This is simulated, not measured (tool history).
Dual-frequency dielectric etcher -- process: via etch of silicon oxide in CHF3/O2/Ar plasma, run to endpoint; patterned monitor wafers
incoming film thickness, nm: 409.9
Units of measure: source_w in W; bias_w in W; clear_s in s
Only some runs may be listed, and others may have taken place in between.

run 1 hour=0 | source_w=750 bias_w=155 | clear_s=210.18
run 2 hour=8 | source_w=710 bias_w=154 | clear_s=215.67
run 3 hour=12.7 | source_w=710 bias_w=136 | clear_s=218.76
run 4 hour=16.7 | source_w=710 bias_w=148 | clear_s=217.52
run 5 hour=24 | source_w=690 bias_w=147 | clear_s=218.63
run 6 hour=25 | source_w=760 bias_w=147 | clear_s=210.87

Run 7 is up next; what results do you expect?
run 7 hour=28.5 | source_w=730 bias_w=146 | clear_s=?

Run 7 came out at clear_s 212.32 s.
